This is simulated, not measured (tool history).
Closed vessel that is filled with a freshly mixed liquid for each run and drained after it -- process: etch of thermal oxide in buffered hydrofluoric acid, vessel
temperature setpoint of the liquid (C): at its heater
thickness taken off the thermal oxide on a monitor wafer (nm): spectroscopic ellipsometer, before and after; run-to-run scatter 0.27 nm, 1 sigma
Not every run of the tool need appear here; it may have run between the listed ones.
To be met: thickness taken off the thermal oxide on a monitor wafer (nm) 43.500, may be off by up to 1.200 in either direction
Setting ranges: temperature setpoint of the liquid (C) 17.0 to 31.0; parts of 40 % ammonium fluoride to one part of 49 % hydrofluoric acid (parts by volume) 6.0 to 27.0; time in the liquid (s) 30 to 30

run	hour	temperature setpoint of the liquid (C)	parts of 40 % ammonium fluoride to one part of 49 % hydrofluoric acid (parts by volume)	time in the liquid (s)	thickness taken off the thermal oxide on a monitor wafer (nm)
1	0.0	23.0	16.5	30	21.789
2	3.2	23.0	12.0	30	29.871
3	4.8	20.0	12.0	30	24.955
4	10.7	20.0	15.5	30	19.341
5	17.7	20.0	15.5	30	19.582
6	25.3	22.0	15.0	30	22.720
7	29.6	23.5	14.5	30	25.310
8	30.6	25.0	14.0	30	28.245

Next run, 5 choices. One meets every target within its allowed miss, the rest don't. Which?
A	31.6	26.0	7.5	30	?
B	31.6	28.5	8.5	30	?
C	31.6	20.5	7.0	30	?
D	31.6	21.0	8.0	30	?
E	31.6	27.5	8.5	30	?

move	thickness taken off the thermal oxide on a monitor wafer (nm)
A	54.350
B	54.292
C	43.228
D	38.481
E	51.464
A: takes the result that was furthest off past its target
B: takes the result that was furthest off past its target
C: each result inside its tolerance
D: better than the last run, though not everything is in spec
E: takes the result that was furthest off past its target
Answer: C
